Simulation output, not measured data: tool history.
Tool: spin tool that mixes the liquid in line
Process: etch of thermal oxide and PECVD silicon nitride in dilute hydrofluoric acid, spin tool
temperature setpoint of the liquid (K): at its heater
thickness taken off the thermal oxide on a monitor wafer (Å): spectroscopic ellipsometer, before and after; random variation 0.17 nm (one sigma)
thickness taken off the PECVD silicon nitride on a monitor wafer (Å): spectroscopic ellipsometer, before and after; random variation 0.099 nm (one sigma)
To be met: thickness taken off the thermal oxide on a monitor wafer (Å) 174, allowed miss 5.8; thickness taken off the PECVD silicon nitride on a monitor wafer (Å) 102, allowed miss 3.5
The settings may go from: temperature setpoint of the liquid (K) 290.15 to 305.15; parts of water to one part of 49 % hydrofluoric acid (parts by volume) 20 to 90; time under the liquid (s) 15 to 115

run,hour,temperature setpoint of the liquid (K),parts of water to one part of 49 % hydrofluoric acid (parts by volume),time under the liquid (s),thickness taken off the thermal oxide on a monitor wafer (Å),thickness taken off the PECVD silicon nitride on a monitor wafer (Å)
1,0,297.15,50,60,61.132,33.509
2,3,298.15,45,60,71.25,39.161
3,8.2,298.15,45,75,88.862,49.289
4,15.9,299.15,40,75,104.8,58.635
5,22.6,299.15,40,90,124.81,70.407
6,29.2,299.15,40,100,138.86,78.361
7,36.9,299.15,40,100,140.92,79.031
8,39.9,299.65,40,100,139.63,81.471
9,42.2,300.15,35,100,165.58,96.078

5 next moves are on the table. One of them brings every result within its allowed miss. Which?
A,44.5,301.15,40,100,?,?
B,44.5,303.65,45,105,?,?
C,44.5,295.15,30,110,?,?
D,44.5,297.15,30,100,?,?
E,44.5,301.15,30,85,?,?

move,thickness taken off the thermal oxide on a monitor wafer (Å),thickness taken off the PECVD silicon nitride on a monitor wafer (Å)
A,151.18,89.406
B,154.66,98.393
C,175.42,86.775
D,173.5,90.489
E,173.92,100.62
A: further off than the last run
B: further off than the last run
C: further off than the last run
D: further off than the last run
E: meets every target
Answer: E
